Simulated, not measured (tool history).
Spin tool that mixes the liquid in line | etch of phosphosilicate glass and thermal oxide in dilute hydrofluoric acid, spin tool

run    day  temperature setpoint of the liquid (C)  parts of water to one part of 49 % hydrofluoric acid (parts by volume)  time under the liquid (s)  thickness taken off the phosphosilicate glass on a monitor wafer (nm)  thickness taken off the thermal oxide on a monitor wafer (nm)
  1      0                                      23                                                                      80                         30                                                                  42.52                                                         1.8381
  2  0.029                                    24.5                                                                      80                         30                                                                 45.494                                                         1.8852
  3  0.392                                    24.5                                                                      80                         20                                                                 30.506                                                         1.2786
  4  0.696                                      25                                                                      80                         20                                                                 30.834                                                         1.2916
  5  0.867                                    25.5                                                                      80                         20                                                                 31.555                                                         1.3356
  6  0.967                                    25.5                                                                      80                         30                                                                 47.215                                                         2.0187

What does the tool deliver on the next run?
  7  1.238                                    23.5                                                                      80                         30                                                                      ?                                                              ?

thickness taken off the phosphosilicate glass on a monitor wafer (nm): 43.77
thickness taken off the thermal oxide on a monitor wafer (nm): 1.8399
